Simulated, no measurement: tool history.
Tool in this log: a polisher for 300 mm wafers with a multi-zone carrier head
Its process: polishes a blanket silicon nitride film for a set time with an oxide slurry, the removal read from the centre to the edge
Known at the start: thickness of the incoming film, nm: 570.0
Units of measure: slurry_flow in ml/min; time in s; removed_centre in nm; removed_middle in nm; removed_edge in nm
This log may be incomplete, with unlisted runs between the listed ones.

Run 1, hour 0: slurry_flow 285 ml/min, centre_zone 1, middle_zone 1, edge_zone 1, slurry_solids 1, time 33 s. Result: removed_centre 15.563 nm, removed_middle 16.05 nm, removed_edge 16.152 nm.
Run 2, hour 5.8: slurry_flow 285 ml/min, centre_zone 0.99, middle_zone 1, edge_zone 0.98, slurry_solids 0.95, time 33 s. Result: removed_centre 15.234 nm, removed_middle 15.658 nm, removed_edge 15.617 nm.
Run 3, hour 12.9: slurry_flow 285 ml/min, centre_zone 0.99, middle_zone 1, edge_zone 0.93, slurry_solids 0.95, time 33 s. Result: removed_centre 15.26 nm, removed_middle 15.678 nm, removed_edge 15.27 nm.
Run 4, hour 16.6: slurry_flow 285 ml/min, centre_zone 0.99, middle_zone 1, edge_zone 0.93, slurry_solids 0.85, time 33 s. Result: removed_centre 14.568 nm, removed_middle 15.033 nm, removed_edge 14.462 nm.
Run 5, hour 19.2: slurry_flow 285 ml/min, centre_zone 0.99, middle_zone 1, edge_zone 0.93, slurry_solids 0.85, time 40 s. Result: removed_centre 17.699 nm, removed_middle 18.123 nm, removed_edge 17.616 nm.
Run 6, hour 24.6: slurry_flow 285 ml/min, centre_zone 0.99, middle_zone 1, edge_zone 0.93, slurry_solids 1, time 40 s. Result: removed_centre 18.94 nm, removed_middle 19.788 nm, removed_edge 18.902 nm.
Run 7, hour 32.4: slurry_flow 280 ml/min, centre_zone 0.89, middle_zone 1.04, edge_zone 0.83, slurry_solids 0.75, time 34 s. Result: removed_centre 13.014 nm, removed_middle 15.199 nm, removed_edge 13.427 nm.
Run 8, hour 40.9: slurry_flow 250 ml/min, centre_zone 0.88, middle_zone 0.97, edge_zone 0.81, slurry_solids 0.55, time 34 s. Result: removed_centre 11.321 nm, removed_middle 12.597 nm, removed_edge 11.722 nm.
Run 9, hour 47.6: slurry_flow 260 ml/min, centre_zone 0.88, middle_zone 0.97, edge_zone 0.82, slurry_solids 0.55, time 34 s. Result: removed_centre 10.845 nm, removed_middle 12.563 nm, removed_edge 11.863 nm.

What does the tool deliver on the next run?
Run 10, hour 53.1: slurry_flow 270 ml/min, centre_zone 0.96, middle_zone 1.01, edge_zone 0.84, slurry_solids 0.6, time 34 s. Result: removed_centre ?, removed_middle ?, removed_edge ?.

removed_centre: 12.639 nm
removed_middle: 13.461 nm
removed_edge: 12.266 nm

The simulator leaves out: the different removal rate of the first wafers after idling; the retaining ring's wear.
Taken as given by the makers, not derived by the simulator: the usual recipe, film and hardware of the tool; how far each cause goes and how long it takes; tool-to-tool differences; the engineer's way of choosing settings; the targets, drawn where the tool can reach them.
